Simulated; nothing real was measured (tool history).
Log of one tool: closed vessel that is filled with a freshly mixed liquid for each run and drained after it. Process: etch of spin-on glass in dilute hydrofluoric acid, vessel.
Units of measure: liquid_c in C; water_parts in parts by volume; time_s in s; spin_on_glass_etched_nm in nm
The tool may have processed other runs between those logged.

run 1 hour=0.0 | liquid_c=21.0 water_parts=185 time_s=500 | spin_on_glass_etched_nm=50.780
run 2 hour=2.5 | liquid_c=19.5 water_parts=185 time_s=500 | spin_on_glass_etched_nm=47.625
run 3 hour=4.3 | liquid_c=22.0 water_parts=185 time_s=500 | spin_on_glass_etched_nm=52.503
run 4 hour=10.7 | liquid_c=22.0 water_parts=185 time_s=535 | spin_on_glass_etched_nm=56.214
run 5 hour=15.0 | liquid_c=22.0 water_parts=120 time_s=535 | spin_on_glass_etched_nm=93.857
run 6 hour=18.4 | liquid_c=20.5 water_parts=155 time_s=535 | spin_on_glass_etched_nm=65.418
run 7 hour=26.1 | liquid_c=19.5 water_parts=180 time_s=535 | spin_on_glass_etched_nm=52.841

What will run 8 give?
run 8 hour=31.3 | liquid_c=19.0 water_parts=195 time_s=535 | spin_on_glass_etched_nm=?

{"run 8": {"spin_on_glass_etched_nm": 47.496}}
